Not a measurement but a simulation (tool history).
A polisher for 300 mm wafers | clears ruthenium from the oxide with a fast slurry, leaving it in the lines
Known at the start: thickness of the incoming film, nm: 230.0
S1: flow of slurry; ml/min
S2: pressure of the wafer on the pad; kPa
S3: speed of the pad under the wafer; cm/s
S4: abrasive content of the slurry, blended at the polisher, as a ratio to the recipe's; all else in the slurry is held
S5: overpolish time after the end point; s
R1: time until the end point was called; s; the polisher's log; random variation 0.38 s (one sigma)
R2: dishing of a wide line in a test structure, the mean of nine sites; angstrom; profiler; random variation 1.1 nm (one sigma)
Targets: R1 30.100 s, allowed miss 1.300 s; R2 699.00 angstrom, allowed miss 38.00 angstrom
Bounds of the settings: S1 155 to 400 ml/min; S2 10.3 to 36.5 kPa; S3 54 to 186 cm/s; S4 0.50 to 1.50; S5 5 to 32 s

run  hour   S1    S2   S3    S4  S5      R1       R2
  1   0.0  255  23.4  118  1.00  16  39.766   780.29
  2   2.3  255  24.8  118  1.00  15  37.367   755.07
  3   9.3  255  24.8  118  1.00  21  37.561  1005.40
  4  13.5  255  26.2  118  1.00  19  34.667   996.20
  5  21.0  255  26.2  102  1.00  19  40.813   854.35
  6  26.9  255  27.6  102  1.00  17  39.926   823.06
  7  35.8  255  29.0  104  1.00  15  36.773   782.94
  8  39.3  255  29.6  104  1.00  14  35.850   765.10
  9  44.6  255  30.3  104  1.00  13  34.593   718.43
 10  46.7  255  30.3  104  1.00  13  34.123   703.63
 11  50.5  255  31.0  104  1.00  13  33.168   735.06
 12  55.0  260  33.8  106  1.00  10  30.094   631.26

5 next moves are on the table. One of them brings every result within its allowed miss. Which?
  A  59.5  265  29.0  130  0.95  10   ?   ?
  B  59.5  245  34.5  110  0.95  11   ?   ?
  C  59.5  270  29.6  116  1.10   8   ?   ?
  D  59.5  260  32.4  114  1.00  13   ?   ?
  E  59.5  225  35.2  122  0.80   9   ?   ?

move      R1      R2
   A  30.135  631.54
   B  30.032  687.27
   C  30.131  519.41
   D  29.745  796.70
   E  30.218  574.86
A: as far off as the last run
B: meets every target
C: further off than the last run
D: takes the result that was furthest off past its target
E: further off than the last run
Answer: B

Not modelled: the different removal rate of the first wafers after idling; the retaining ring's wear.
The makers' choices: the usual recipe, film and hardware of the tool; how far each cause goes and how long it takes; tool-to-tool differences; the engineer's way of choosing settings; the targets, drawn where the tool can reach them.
